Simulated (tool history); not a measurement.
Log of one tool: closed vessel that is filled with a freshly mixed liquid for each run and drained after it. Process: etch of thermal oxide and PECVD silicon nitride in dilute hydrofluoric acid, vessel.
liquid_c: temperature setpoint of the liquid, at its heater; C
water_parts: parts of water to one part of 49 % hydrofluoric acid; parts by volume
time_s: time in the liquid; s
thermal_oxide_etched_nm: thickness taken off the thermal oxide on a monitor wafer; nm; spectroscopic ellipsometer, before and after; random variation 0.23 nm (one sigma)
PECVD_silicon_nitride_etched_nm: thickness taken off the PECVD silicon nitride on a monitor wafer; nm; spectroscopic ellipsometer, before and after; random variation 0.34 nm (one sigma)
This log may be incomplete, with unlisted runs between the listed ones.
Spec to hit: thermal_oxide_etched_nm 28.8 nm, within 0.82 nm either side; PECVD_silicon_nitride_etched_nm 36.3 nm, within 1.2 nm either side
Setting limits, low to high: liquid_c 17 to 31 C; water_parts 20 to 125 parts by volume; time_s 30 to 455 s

run,day,liquid_c,water_parts,time_s,thermal_oxide_etched_nm,PECVD_silicon_nitride_etched_nm
1,0,23,70,230,13.929,18.632
2,0.221,23,70,285,17.193,23.171
3,0.275,23,80,285,15.046,20.453
4,0.588,23,80,215,11.327,15.155
5,0.946,23,75,215,12.049,16.101
6,0.988,23,75,145,8.0637,10.911
7,1.046,24.5,45,220,23.041,29.955
8,1.383,25,40,210,24.894,33.644
9,1.633,24.5,30,205,32.225,42.413

Which one of the following 5 next-run settings gets every result inside its allowed miss? There is exactly one.
A,1.883,24.5,30,195,?,?
B,1.883,22.5,35,250,?,?
C,1.883,26.5,45,255,?,?
D,1.883,26,35,200,?,?
E,1.883,22.5,40,265,?,?

move,thermal_oxide_etched_nm,PECVD_silicon_nitride_etched_nm
A,30.601,39.401
B,30.719,37.956
C,28.364,39.702
D,28.425,38.501
E,28.308,35.342
A: better than the last run, though not everything is in spec
B: better than the last run, though not everything is in spec
C: better than the last run, though not everything is in spec
D: better than the last run, though not everything is in spec
E: in spec on every target
Move E is the one to make.

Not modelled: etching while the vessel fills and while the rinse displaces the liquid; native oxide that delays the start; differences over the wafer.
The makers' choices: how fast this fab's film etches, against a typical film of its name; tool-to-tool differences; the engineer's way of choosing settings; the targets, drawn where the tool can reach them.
